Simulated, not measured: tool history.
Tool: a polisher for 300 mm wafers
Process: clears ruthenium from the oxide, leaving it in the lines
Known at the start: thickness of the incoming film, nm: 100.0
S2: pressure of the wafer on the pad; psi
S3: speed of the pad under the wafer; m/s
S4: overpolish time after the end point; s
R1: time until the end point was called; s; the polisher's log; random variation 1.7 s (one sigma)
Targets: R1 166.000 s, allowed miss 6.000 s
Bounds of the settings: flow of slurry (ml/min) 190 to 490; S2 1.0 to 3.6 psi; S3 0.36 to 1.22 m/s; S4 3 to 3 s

Run 1, day 0.000: flow of slurry (ml/min) 315, S2 2.3 psi, S3 0.78 m/s, S4 3 s. Result: R1 99.440 s.
Run 2, day 0.283: flow of slurry (ml/min) 315, S2 2.3 psi, S3 0.78 m/s, S4 3 s. Result: R1 100.460 s.
Run 3, day 0.350: flow of slurry (ml/min) 315, S2 2.5 psi, S3 0.78 m/s, S4 3 s. Result: R1 90.189 s.
Run 4, day 0.454: flow of slurry (ml/min) 315, S2 2.3 psi, S3 0.78 m/s, S4 3 s. Result: R1 99.002 s.
Run 5, day 0.533: flow of slurry (ml/min) 315, S2 2.3 psi, S3 0.78 m/s, S4 3 s. Result: R1 99.812 s.
Run 6, day 0.629: flow of slurry (ml/min) 370, S2 2.3 psi, S3 0.78 m/s, S4 3 s. Result: R1 97.749 s.
Run 7, day 0.925: flow of slurry (ml/min) 370, S2 2.1 psi, S3 0.78 m/s, S4 3 s. Result: R1 107.760 s.
Run 8, day 0.971: flow of slurry (ml/min) 370, S2 2.0 psi, S3 0.78 m/s, S4 3 s. Result: R1 111.660 s.
Run 9, day 1.250: flow of slurry (ml/min) 370, S2 2.0 psi, S3 0.78 m/s, S4 3 s. Result: R1 111.350 s.
Run 10, day 1.562: flow of slurry (ml/min) 370, S2 1.9 psi, S3 0.78 m/s, S4 3 s. Result: R1 117.960 s.
Run 11, day 1.825: flow of slurry (ml/min) 370, S2 1.3 psi, S3 0.76 m/s, S4 3 s. Result: R1 175.820 s.
Run 12, day 1.904: flow of slurry (ml/min) 375, S2 1.3 psi, S3 0.76 m/s, S4 3 s. Result: R1 173.960 s.
Run 13, day 2.154: flow of slurry (ml/min) 380, S2 1.3 psi, S3 0.76 m/s, S4 3 s. Result: R1 172.160 s.
Run 14, day 2.408: flow of slurry (ml/min) 385, S2 1.3 psi, S3 0.76 m/s, S4 3 s. Result: R1 172.220 s.
Run 15, day 2.688: flow of slurry (ml/min) 390, S2 1.3 psi, S3 0.76 m/s, S4 3 s. Result: R1 171.910 s.
Run 16, day 2.750: flow of slurry (ml/min) 395, S2 1.3 psi, S3 0.76 m/s, S4 3 s. Result: R1 173.610 s.

5 next moves are on the table. One of them brings every result within its allowed miss. Which?
Run A, day 2.812: flow of slurry (ml/min) 360, S2 1.2 psi, S3 0.74 m/s, S4 3 s. Result: R1 ?.
Run B, day 2.812: flow of slurry (ml/min) 355, S2 1.3 psi, S3 0.80 m/s, S4 3 s. Result: R1 ?.
Run C, day 2.812: flow of slurry (ml/min) 360, S2 1.3 psi, S3 0.72 m/s, S4 3 s. Result: R1 ?.
Run D, day 2.812: flow of slurry (ml/min) 385, S2 1.2 psi, S3 0.76 m/s, S4 3 s. Result: R1 ?.
Run E, day 2.812: flow of slurry (ml/min) 445, S2 1.3 psi, S3 0.72 m/s, S4 3 s. Result: R1 ?.

move       R1
   A  195.190
   B  167.980
   C  185.820
   D  189.210
   E  182.980
A: further off than the last run
B: meets every target
C: further off than the last run
D: further off than the last run
E: further off than the last run
Answer: B
